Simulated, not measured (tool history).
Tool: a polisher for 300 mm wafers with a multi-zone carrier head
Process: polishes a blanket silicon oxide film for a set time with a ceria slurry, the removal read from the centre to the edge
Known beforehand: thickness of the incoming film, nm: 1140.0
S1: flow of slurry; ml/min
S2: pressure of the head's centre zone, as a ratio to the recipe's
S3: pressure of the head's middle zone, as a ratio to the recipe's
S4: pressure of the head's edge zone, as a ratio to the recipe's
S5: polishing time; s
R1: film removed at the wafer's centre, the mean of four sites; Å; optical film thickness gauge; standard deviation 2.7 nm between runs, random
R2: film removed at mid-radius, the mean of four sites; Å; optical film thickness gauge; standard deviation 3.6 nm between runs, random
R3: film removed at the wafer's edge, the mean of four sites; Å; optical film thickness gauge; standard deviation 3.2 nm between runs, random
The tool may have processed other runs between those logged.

run,hour,S1,S2,S3,S4,S5,R1,R2,R3
1,0,205,1,1,1,83,3219,3231.9,3265.9
2,2.9,205,1,1,0.97,83,3276.1,3252.8,3201.6
3,10.1,200,0.98,0.99,0.97,81,3067.4,3051.6,3107.6
4,13.6,200,1.05,0.99,0.97,81,3299.6,3195.4,3131.4
5,22.3,195,1.02,0.99,0.97,80,3202.9,3083.3,3070
6,31.1,195,1,0.99,0.97,79,3038.9,3038.8,3073.7
7,39.6,195,0.99,0.98,0.96,78,3012.7,3088.7,3005.7

Run 8 is up next; what results do you expect?
8,42.5,195,0.99,0.98,0.98,76,?,?,?

{"run 8": {"R1": 2934.5, "R2": 2897.5, "R3": 2910.2}}
